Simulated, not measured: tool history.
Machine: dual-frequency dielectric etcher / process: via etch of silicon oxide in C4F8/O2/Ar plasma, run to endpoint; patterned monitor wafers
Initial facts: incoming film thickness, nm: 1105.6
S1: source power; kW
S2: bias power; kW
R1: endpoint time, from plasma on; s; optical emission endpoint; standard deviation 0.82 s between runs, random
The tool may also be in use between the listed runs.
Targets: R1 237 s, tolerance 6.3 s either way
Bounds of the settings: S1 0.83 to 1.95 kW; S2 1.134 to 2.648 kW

{"run": 1, "day": 0.0, "S1": 1.39, "S2": 1.891, "R1": 276.1}
{"run": 2, "day": 0.046, "S1": 1.39, "S2": 2.112, "R1": 267.87}
{"run": 3, "day": 0.183, "S1": 1.39, "S2": 1.864, "R1": 277.33}
{"run": 4, "day": 0.55, "S1": 1.39, "S2": 2.188, "R1": 264.74}
{"run": 5, "day": 0.704, "S1": 1.48, "S2": 2.234, "R1": 257.7}
{"run": 6, "day": 0.917, "S1": 1.55, "S2": 2.279, "R1": 251.27}
{"run": 7, "day": 1.192, "S1": 1.6, "S2": 2.309, "R1": 248.38}
{"run": 8, "day": 1.362, "S1": 1.64, "S2": 2.338, "R1": 245.82}

Consider the 5 candidate settings below. Which is the only one whose results all fall within their allowed miss of target?
{"run": "A", "day": 1.533, "S1": 1.66, "S2": 1.911, "R1": "?"}
{"run": "B", "day": 1.533, "S1": 1.6, "S2": 2.22, "R1": "?"}
{"run": "C", "day": 1.533, "S1": 1.74, "S2": 2.374, "R1": "?"}
{"run": "D", "day": 1.533, "S1": 1.82, "S2": 1.964, "R1": "?"}
{"run": "E", "day": 1.533, "S1": 1.52, "S2": 2.191, "R1": "?"}

move=A R1=259.1
move=B R1=251.71
move=C R1=239.21
move=D R1=248.33
move=E R1=257.55
A: misses by more than the last run did
B: misses by more than the last run did
C: every result within its allowed miss
D: misses by more than the last run did
E: misses by more than the last run did
Answer: C
